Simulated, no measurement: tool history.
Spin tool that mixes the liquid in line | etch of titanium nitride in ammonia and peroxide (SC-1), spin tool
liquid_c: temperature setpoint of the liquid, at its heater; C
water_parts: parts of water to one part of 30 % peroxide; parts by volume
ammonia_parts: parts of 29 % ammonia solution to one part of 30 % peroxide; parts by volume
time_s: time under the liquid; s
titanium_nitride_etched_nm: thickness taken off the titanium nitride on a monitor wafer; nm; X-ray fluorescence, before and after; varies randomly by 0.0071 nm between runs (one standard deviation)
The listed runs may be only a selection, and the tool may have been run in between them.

run	day	liquid_c	water_parts	ammonia_parts	time_s	titanium_nitride_etched_nm
1	0.000	50.0	13.5	0.55	85	2.7896
2	0.333	50.0	17.5	0.55	85	2.4207
3	0.617	55.5	17.5	0.55	85	3.5230
4	0.992	54.0	17.5	0.55	85	3.1845
5	1.192	53.0	17.5	0.55	85	2.9844
6	1.212	52.0	17.5	0.55	85	2.7935

The next listed run, before its measurement:
7	1.454	51.0	17.5	0.55	85	?

{"run 7": {"titanium_nitride_etched_nm": 2.5919}}
